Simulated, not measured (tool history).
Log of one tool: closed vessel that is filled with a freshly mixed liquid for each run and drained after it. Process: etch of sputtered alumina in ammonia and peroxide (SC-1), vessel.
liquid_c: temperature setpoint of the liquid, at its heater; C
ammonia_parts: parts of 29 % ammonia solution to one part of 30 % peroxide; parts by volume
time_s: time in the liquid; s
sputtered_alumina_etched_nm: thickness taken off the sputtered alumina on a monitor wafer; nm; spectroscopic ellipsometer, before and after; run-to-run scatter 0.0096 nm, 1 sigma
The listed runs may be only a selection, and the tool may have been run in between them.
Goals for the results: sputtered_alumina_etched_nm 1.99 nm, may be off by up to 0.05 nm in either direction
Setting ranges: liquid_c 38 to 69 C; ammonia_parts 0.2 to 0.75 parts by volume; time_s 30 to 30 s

{"run": 1, "day": 0.0, "liquid_c": 53, "ammonia_parts": 0.45, "time_s": 30, "sputtered_alumina_etched_nm": 2.7152}
{"run": 2, "day": 0.121, "liquid_c": 52, "ammonia_parts": 0.45, "time_s": 30, "sputtered_alumina_etched_nm": 2.5742}
{"run": 3, "day": 0.383, "liquid_c": 45.5, "ammonia_parts": 0.45, "time_s": 30, "sputtered_alumina_etched_nm": 1.7891}
{"run": 4, "day": 0.675, "liquid_c": 46, "ammonia_parts": 0.45, "time_s": 30, "sputtered_alumina_etched_nm": 1.8451}
{"run": 5, "day": 0.717, "liquid_c": 52.5, "ammonia_parts": 0.45, "time_s": 30, "sputtered_alumina_etched_nm": 2.6295}
{"run": 6, "day": 0.996, "liquid_c": 52.5, "ammonia_parts": 0.5, "time_s": 30, "sputtered_alumina_etched_nm": 2.6632}
{"run": 7, "day": 1.042, "liquid_c": 46, "ammonia_parts": 0.5, "time_s": 30, "sputtered_alumina_etched_nm": 1.8679}
{"run": 8, "day": 1.1, "liquid_c": 46.5, "ammonia_parts": 0.5, "time_s": 30, "sputtered_alumina_etched_nm": 1.9007}

Exactly one of the 5 candidate moves below puts every result within its allowed miss. Which one?
{"run": "A", "day": 1.158, "liquid_c": 44, "ammonia_parts": 0.65, "time_s": 30, "sputtered_alumina_etched_nm": "?"}
{"run": "B", "day": 1.158, "liquid_c": 45, "ammonia_parts": 0.55, "time_s": 30, "sputtered_alumina_etched_nm": "?"}
{"run": "C", "day": 1.158, "liquid_c": 46, "ammonia_parts": 0.4, "time_s": 30, "sputtered_alumina_etched_nm": "?"}
{"run": "D", "day": 1.158, "liquid_c": 47, "ammonia_parts": 0.5, "time_s": 30, "sputtered_alumina_etched_nm": "?"}
{"run": "E", "day": 1.158, "liquid_c": 48, "ammonia_parts": 0.45, "time_s": 30, "sputtered_alumina_etched_nm": "?"}

move=A sputtered_alumina_etched_nm=1.6972
move=B sputtered_alumina_etched_nm=1.7686
move=C sputtered_alumina_etched_nm=1.8159
move=D sputtered_alumina_etched_nm=1.9626
move=E sputtered_alumina_etched_nm=2.0549
A: misses by more than the last run did
B: misses by more than the last run did
C: misses by more than the last run did
D: each result inside its tolerance
E: pushes the last run's worst result past its target
D is the move that brings every result within its allowed miss.
